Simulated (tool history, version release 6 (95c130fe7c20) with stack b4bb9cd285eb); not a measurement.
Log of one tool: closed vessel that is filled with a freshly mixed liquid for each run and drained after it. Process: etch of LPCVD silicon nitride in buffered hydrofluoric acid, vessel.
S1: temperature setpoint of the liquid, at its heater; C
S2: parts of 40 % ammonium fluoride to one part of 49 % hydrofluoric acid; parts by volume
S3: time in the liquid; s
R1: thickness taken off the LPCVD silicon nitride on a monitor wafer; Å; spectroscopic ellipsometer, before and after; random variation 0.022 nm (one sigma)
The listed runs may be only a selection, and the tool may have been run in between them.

Run 1, day 0: S1 25 C, S2 23.5 parts by volume, S3 780 s. Result: R1 60.791 Å.
Run 2, day 0.021: S1 25.5 C, S2 23.5 parts by volume, S3 780 s. Result: R1 62.095 Å.
Run 3, day 0.383: S1 26 C, S2 23.5 parts by volume, S3 780 s. Result: R1 63.971 Å.
Run 4, day 0.529: S1 26 C, S2 23.5 parts by volume, S3 570 s. Result: R1 47 Å.
Run 5, day 0.862: S1 27.5 C, S2 23.5 parts by volume, S3 570 s. Result: R1 50.81 Å.
Run 6, day 1.05: S1 27.5 C, S2 27 parts by volume, S3 570 s. Result: R1 46.442 Å.
Run 7, day 1.108: S1 28 C, S2 24.5 parts by volume, S3 575 s. Result: R1 51.234 Å.

The next listed run, before its measurement:
Run 8, day 1.412: S1 28.5 C, S2 23 parts by volume, S3 575 s. Result: R1 ?.

R1: 55.027 Å
